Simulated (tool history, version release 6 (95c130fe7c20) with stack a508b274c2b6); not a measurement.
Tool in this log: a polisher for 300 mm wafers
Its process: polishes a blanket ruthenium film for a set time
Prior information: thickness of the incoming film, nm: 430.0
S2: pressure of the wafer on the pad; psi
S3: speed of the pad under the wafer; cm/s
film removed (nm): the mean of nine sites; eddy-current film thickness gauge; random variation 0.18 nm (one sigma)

run 1 hour=0 | flow_of_slurry_(ml/min)=280 S2=1.6 S3=106 polishing_time_(s)=45 | film_removed_(nm)=36.04
run 2 hour=1 | flow_of_slurry_(ml/min)=280 S2=1.3 S3=96 polishing_time_(s)=45 | film_removed_(nm)=27.17
run 3 hour=4.8 | flow_of_slurry_(ml/min)=280 S2=1.3 S3=96 polishing_time_(s)=39 | film_removed_(nm)=23.399
run 4 hour=10.4 | flow_of_slurry_(ml/min)=280 S2=1.3 S3=120 polishing_time_(s)=39 | film_removed_(nm)=28.629
run 5 hour=17.3 | flow_of_slurry_(ml/min)=280 S2=1.7 S3=120 polishing_time_(s)=39 | film_removed_(nm)=38.428
run 6 hour=22.2 | flow_of_slurry_(ml/min)=275 S2=1.4 S3=112 polishing_time_(s)=39 | film_removed_(nm)=29.063
run 7 hour=25.6 | flow_of_slurry_(ml/min)=275 S2=1.2 S3=106 polishing_time_(s)=39 | film_removed_(nm)=23.744
run 8 hour=28.8 | flow_of_slurry_(ml/min)=270 S2=1 S3=104 polishing_time_(s)=39 | film_removed_(nm)=19.558
run 9 hour=33 | flow_of_slurry_(ml/min)=270 S2=1 S3=104 polishing_time_(s)=39 | film_removed_(nm)=19.473
run 10 hour=40.3 | flow_of_slurry_(ml/min)=260 S2=0.9 S3=104 polishing_time_(s)=39 | film_removed_(nm)=17.647
run 11 hour=42.3 | flow_of_slurry_(ml/min)=245 S2=0.9 S3=104 polishing_time_(s)=39 | film_removed_(nm)=17.884

The next listed run, before its measurement:
run 12 hour=43.6 | flow_of_slurry_(ml/min)=245 S2=0.8 S3=104 polishing_time_(s)=39 | film_removed_(nm)=?

Run 12 came out at film removed (nm) 15.714.
